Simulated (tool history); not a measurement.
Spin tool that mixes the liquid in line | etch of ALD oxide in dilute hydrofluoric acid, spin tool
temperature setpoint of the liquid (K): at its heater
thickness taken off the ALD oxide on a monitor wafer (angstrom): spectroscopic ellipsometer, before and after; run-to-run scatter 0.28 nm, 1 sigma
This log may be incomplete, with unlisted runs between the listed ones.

run,hour,temperature setpoint of the liquid (K),parts of water to one part of 49 % hydrofluoric acid (parts by volume),time under the liquid (s),thickness taken off the ALD oxide on a monitor wafer (angstrom)
1,0,295.15,70,75,280.43
2,1.2,295.15,70,75,282.59
3,9.1,297.15,60,75,360.52
4,17.3,298.65,55,75,420.26
5,23.6,299.65,50,75,484.46
6,26.2,300.65,50,75,504.82
7,27.8,301.15,50,75,516.87
8,35.9,301.65,50,75,528.13

What will run 9 give?
9,42.7,302.15,50,75,?

{"run 9": {"thickness taken off the ALD oxide on a monitor wafer (angstrom)": 535.5}}
